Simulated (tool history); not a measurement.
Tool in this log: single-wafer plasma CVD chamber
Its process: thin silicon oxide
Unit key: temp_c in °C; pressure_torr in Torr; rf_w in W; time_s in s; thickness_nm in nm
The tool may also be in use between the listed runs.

run,day,temp_c,pressure_torr,rf_w,time_s,thickness_nm
1,0,390,0.928,355,8.3,19.653
2,0.238,390,0.928,355,7.93,18.721
3,0.496,390,0.977,355,7.93,19.425
4,0.642,390,0.977,355,8.3,20.314
5,0.942,383,0.977,355,8.3,20.552
6,1.05,383,0.977,370,8.3,20.816

Predict the results of run 7:
7,1.362,383,0.989,370,8.3,?

thickness_nm: 20.849 nm
